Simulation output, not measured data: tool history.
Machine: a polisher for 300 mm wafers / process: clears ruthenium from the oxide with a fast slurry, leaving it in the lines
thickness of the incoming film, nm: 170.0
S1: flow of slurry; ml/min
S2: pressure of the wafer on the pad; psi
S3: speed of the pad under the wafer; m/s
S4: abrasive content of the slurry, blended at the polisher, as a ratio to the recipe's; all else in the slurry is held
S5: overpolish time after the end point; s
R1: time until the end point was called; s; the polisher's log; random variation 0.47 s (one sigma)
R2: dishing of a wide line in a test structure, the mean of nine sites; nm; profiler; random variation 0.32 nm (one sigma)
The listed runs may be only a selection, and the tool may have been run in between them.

run  hour   S1   S2    S3    S4  S5      R1      R2
  1     0  245  3.1  0.94     1  19  47.268  42.724
  2     4  245  3.1  0.94   1.1  19  46.191  43.249
  3   8.4  245  3.1  0.94  1.25  19  45.322  43.829
  4  15.9  245  3.1  0.94  1.25  12  43.716  32.661
  5  20.5  245  3.1  0.94  1.25  16  45.013  39.954
     25.5  -- slurry nozzle cleaned
  6  25.5  245  3.1  0.94  1.25  23  43.107  50.298
  7  33.2  255    3  0.94   1.3  19  44.054  43.543
  8  35.8  260  2.9  0.94  1.35  17  45.562  41.007
  9  38.3  255  2.9  0.94  1.35  15  45.157  38.171
 10  38.8  255  2.9  0.94  1.35  13  44.717  34.575
 11    44  250  2.9  0.94  1.35  12  45.978  32.152

Predict the results of run 12:
 12  47.8  250  2.9  0.94  1.35  12   ?   ?

{"run 12": {"R1": 45.249, "R2": 32.232}}
